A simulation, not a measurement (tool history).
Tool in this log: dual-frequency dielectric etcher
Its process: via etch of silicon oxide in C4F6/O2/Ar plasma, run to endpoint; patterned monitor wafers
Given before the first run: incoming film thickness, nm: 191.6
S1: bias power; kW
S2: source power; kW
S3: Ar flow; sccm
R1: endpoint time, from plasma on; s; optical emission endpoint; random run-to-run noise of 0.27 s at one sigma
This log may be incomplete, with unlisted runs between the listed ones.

run,hour,S1,S2,S3,R1
1,0.0,0.506,0.260,265,48.579
2,3.0,0.556,0.270,260,45.663
3,9.4,0.592,0.280,258,43.597
4,11.7,0.616,0.280,257,42.553
5,13.0,0.633,0.280,256,42.463
6,15.2,0.649,0.280,255,42.079
7,17.2,0.649,0.280,255,41.586

Run 8 is up next; what results do you expect?
8,22.1,0.660,0.280,254,?

{"run 8": {"R1": 41.839}}
